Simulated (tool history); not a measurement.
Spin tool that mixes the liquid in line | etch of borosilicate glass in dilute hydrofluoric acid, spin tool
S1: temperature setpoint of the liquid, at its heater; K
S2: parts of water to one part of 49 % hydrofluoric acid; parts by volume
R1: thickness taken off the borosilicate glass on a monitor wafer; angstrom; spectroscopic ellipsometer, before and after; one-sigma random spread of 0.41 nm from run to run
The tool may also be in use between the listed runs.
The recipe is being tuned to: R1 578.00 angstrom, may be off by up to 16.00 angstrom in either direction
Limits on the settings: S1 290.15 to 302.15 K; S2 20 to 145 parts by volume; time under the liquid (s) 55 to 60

Run 1, day 0.000: S1 294.15 K, S2 80 parts by volume, time under the liquid (s) 55. Result: R1 132.25 angstrom.
Run 2, day 0.258: S1 291.15 K, S2 80 parts by volume, time under the liquid (s) 55. Result: R1 117.37 angstrom.
Run 3, day 0.608: S1 291.15 K, S2 80 parts by volume, time under the liquid (s) 60. Result: R1 127.05 angstrom.
Run 4, day 0.921: S1 292.65 K, S2 70 parts by volume, time under the liquid (s) 60. Result: R1 157.09 angstrom.
Run 5, day 1.046: S1 292.65 K, S2 70 parts by volume, time under the liquid (s) 55. Result: R1 145.60 angstrom.
Run 6, day 1.150: S1 292.65 K, S2 80 parts by volume, time under the liquid (s) 55. Result: R1 125.41 angstrom.
Run 7, day 1.179: S1 294.15 K, S2 70 parts by volume, time under the liquid (s) 55. Result: R1 153.10 angstrom.
Run 8, day 1.221: S1 295.15 K, S2 65 parts by volume, time under the liquid (s) 55. Result: R1 175.40 angstrom.
Run 9, day 1.496: S1 296.15 K, S2 60 parts by volume, time under the liquid (s) 55. Result: R1 194.94 angstrom.
Run 10, day 1.579: S1 300.15 K, S2 30 parts by volume, time under the liquid (s) 60. Result: R1 528.85 angstrom.

Below are 4 possible settings for the next run. Only one of them brings all results inside the allowed miss of their targets. Which is it?
Run A, day 1.662: S1 298.65 K, S2 25 parts by volume, time under the liquid (s) 60. Result: R1 ?.
Run B, day 1.662: S1 300.15 K, S2 30 parts by volume, time under the liquid (s) 55. Result: R1 ?.
Run C, day 1.662: S1 302.15 K, S2 30 parts by volume, time under the liquid (s) 60. Result: R1 ?.
Run D, day 1.662: S1 301.65 K, S2 25 parts by volume, time under the liquid (s) 55. Result: R1 ?.

move      R1
   A  599.04
   B  482.78
   C  571.08
   D  620.99
A: carries the result that was furthest off beyond its target, to the other side
B: further off than the last run
C: meets every target
D: carries the result that was furthest off beyond its target, to the other side
Correct choice: C, which meets every target

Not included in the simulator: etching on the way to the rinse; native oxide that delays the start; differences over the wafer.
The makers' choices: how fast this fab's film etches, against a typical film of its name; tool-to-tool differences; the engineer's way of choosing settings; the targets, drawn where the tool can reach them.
